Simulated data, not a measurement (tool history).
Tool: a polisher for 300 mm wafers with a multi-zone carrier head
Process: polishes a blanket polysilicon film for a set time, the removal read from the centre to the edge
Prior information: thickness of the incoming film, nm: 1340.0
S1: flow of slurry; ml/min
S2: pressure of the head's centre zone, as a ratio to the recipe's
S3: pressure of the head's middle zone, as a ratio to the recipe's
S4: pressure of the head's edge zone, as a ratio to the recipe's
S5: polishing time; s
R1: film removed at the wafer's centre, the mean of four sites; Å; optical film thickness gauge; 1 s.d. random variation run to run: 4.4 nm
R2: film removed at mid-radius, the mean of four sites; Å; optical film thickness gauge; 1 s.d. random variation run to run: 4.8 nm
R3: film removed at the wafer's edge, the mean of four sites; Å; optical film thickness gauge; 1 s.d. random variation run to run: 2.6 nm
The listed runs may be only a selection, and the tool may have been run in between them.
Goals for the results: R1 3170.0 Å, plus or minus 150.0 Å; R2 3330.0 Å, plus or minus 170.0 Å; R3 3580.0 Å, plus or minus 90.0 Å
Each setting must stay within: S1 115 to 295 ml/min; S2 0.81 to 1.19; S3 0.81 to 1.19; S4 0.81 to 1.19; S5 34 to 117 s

Run 1, hour 0.0: S1 190 ml/min, S2 1.00, S3 1.00, S4 1.00, S5 75 s. Result: R1 4236.5 Å, R2 4439.3 Å, R3 4176.0 Å.
Run 2, hour 2.3: S1 180 ml/min, S2 0.97, S3 0.96, S4 0.99, S5 73 s. Result: R1 3958.7 Å, R2 4186.9 Å, R3 4054.3 Å.
Run 3, hour 8.3: S1 135 ml/min, S2 0.97, S3 0.96, S4 0.99, S5 73 s. Result: R1 3824.2 Å, R2 4120.5 Å, R3 3944.9 Å.
Run 4, hour 10.4: S1 135 ml/min, S2 0.97, S3 0.96, S4 0.99, S5 79 s. Result: R1 4233.4 Å, R2 4513.4 Å, R3 4284.6 Å.
Run 5, hour 17.5: S1 135 ml/min, S2 1.02, S3 0.96, S4 0.99, S5 79 s. Result: R1 4326.6 Å, R2 4410.0 Å, R3 4324.2 Å.
Run 6, hour 18.8: S1 130 ml/min, S2 1.00, S3 0.93, S4 1.00, S5 75 s. Result: R1 4134.9 Å, R2 4113.6 Å, R3 4102.5 Å.
At hour 22.9: edge zone pressure recalibrated.
Run 7, hour 22.9: S1 130 ml/min, S2 0.96, S3 0.91, S4 1.02, S5 72 s. Result: R1 3753.3 Å, R2 3928.2 Å, R3 4157.5 Å.
Run 8, hour 29.4: S1 130 ml/min, S2 0.95, S3 0.89, S4 1.00, S5 70 s. Result: R1 3651.2 Å, R2 3654.4 Å, R3 3995.1 Å.

Exactly one of the 5 candidate moves below puts every result within its allowed miss. Which one?
Run A, hour 35.9: S1 205 ml/min, S2 0.96, S3 0.88, S4 1.04, S5 78 s. Result: R1 ?, R2 ?, R3 ?.
Run B, hour 35.9: S1 160 ml/min, S2 0.81, S3 0.98, S4 0.98, S5 74 s. Result: R1 ?, R2 ?, R3 ?.
Run C, hour 35.9: S1 120 ml/min, S2 0.97, S3 0.95, S4 1.08, S5 73 s. Result: R1 ?, R2 ?, R3 ?.
Run D, hour 35.9: S1 125 ml/min, S2 1.05, S3 0.93, S4 1.08, S5 65 s. Result: R1 ?, R2 ?, R3 ?.
Run E, hour 35.9: S1 115 ml/min, S2 0.95, S3 0.92, S4 1.06, S5 62 s. Result: R1 ?, R2 ?, R3 ?.

move      R1      R2      R3
   A  4315.2  4105.9  4727.1
   B  3358.6  4162.2  4281.8
   C  3842.5  3879.4  4325.5
   D  3723.1  3406.4  3864.2
   E  3178.9  3193.9  3631.5
A: its largest miss is bigger than the last run's
B: its largest miss is bigger than the last run's
C: its largest miss is bigger than the last run's
D: gains on the last run, yet a result remains outside its allowed miss
E: every result lands within tolerance
Correct choice: E, which meets every target
